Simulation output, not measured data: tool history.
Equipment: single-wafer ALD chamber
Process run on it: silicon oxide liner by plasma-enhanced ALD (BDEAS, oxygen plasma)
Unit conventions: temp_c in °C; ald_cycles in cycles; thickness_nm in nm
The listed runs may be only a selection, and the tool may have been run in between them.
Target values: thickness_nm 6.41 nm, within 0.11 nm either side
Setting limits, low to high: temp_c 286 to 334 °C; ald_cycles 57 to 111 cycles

run    day  temp_c  ald_cycles  thickness_nm
  1      0     310          84          7.65
  2  0.308     318          84        7.5396
  3  0.479     319          80         7.135
  4  0.754     319          91        8.1085
  5  1.075     321          84        7.4835
  6   1.45     322          80        7.0746
  7  1.667     324          78        6.8861
  8  1.717     325          76        6.7733
  9  1.875     325          70        6.1886

4 candidate next runs follow, results not yet known. Just one meets every target within its allowed miss. Identify it.
  A  2.033     328          68             ?
  B  2.033     326          75             ?
  C  2.033     325          72             ?
  D  2.033     318          69             ?

move  thickness_nm
   A        5.9895
   B         6.628
   C        6.3735
   D        6.1787
A: its largest miss is bigger than the last run's
B: takes the biggest miss from the last run beyond its target
C: all results in spec
D: neither nearer nor further off than the last run
The move that meets every target is C.

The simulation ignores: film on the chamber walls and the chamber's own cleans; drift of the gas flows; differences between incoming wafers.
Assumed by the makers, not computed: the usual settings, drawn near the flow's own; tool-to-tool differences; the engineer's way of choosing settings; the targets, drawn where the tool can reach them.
